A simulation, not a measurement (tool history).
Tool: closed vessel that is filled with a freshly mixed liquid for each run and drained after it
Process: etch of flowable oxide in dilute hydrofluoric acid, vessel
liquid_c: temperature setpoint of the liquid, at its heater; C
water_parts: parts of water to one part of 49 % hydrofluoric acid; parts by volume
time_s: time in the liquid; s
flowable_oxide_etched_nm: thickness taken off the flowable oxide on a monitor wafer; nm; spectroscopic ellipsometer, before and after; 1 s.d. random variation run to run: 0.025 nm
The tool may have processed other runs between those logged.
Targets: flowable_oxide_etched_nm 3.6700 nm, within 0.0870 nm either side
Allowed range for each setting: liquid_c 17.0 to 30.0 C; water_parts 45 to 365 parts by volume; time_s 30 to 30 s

{"run": 1, "hour": 0.0, "liquid_c": 22.0, "water_parts": 205, "time_s": 30, "flowable_oxide_etched_nm": 4.4853}
{"run": 2, "hour": 1.5, "liquid_c": 22.0, "water_parts": 205, "time_s": 30, "flowable_oxide_etched_nm": 4.4414}
{"run": 3, "hour": 10.0, "liquid_c": 22.0, "water_parts": 250, "time_s": 30, "flowable_oxide_etched_nm": 3.4603}
{"run": 4, "hour": 12.3, "liquid_c": 24.5, "water_parts": 250, "time_s": 30, "flowable_oxide_etched_nm": 3.8488}
{"hour": 19.6, "done": "hydrofluoric acid flow meter replaced"}
{"run": 5, "hour": 19.6, "liquid_c": 24.5, "water_parts": 195, "time_s": 30, "flowable_oxide_etched_nm": 5.9227}
{"run": 6, "hour": 23.2, "liquid_c": 23.5, "water_parts": 195, "time_s": 30, "flowable_oxide_etched_nm": 5.7616}
{"run": 7, "hour": 26.8, "liquid_c": 22.5, "water_parts": 195, "time_s": 30, "flowable_oxide_etched_nm": 5.5244}
{"run": 8, "hour": 29.6, "liquid_c": 21.5, "water_parts": 195, "time_s": 30, "flowable_oxide_etched_nm": 5.2932}

Of the 5 settings listed for the next run, only one would bring every result within its allowed miss of target. Which one?
{"run": "A", "hour": 32.4, "liquid_c": 22.5, "water_parts": 145, "time_s": 30, "flowable_oxide_etched_nm": "?"}
{"run": "B", "hour": 32.4, "liquid_c": 23.0, "water_parts": 240, "time_s": 30, "flowable_oxide_etched_nm": "?"}
{"run": "C", "hour": 32.4, "liquid_c": 20.5, "water_parts": 130, "time_s": 30, "flowable_oxide_etched_nm": "?"}
{"run": "D", "hour": 32.4, "liquid_c": 21.0, "water_parts": 115, "time_s": 30, "flowable_oxide_etched_nm": "?"}
{"run": "E", "hour": 32.4, "liquid_c": 24.0, "water_parts": 280, "time_s": 30, "flowable_oxide_etched_nm": "?"}

move=A flowable_oxide_etched_nm=7.7587
move=B flowable_oxide_etched_nm=4.3207
move=C flowable_oxide_etched_nm=8.1288
move=D flowable_oxide_etched_nm=9.5316
move=E flowable_oxide_etched_nm=3.6880
A: misses by more than the last run did
B: moves toward the targets from the last run without getting all of them in spec
C: misses by more than the last run did
D: misses by more than the last run did
E: each result inside its tolerance
E meets every target.
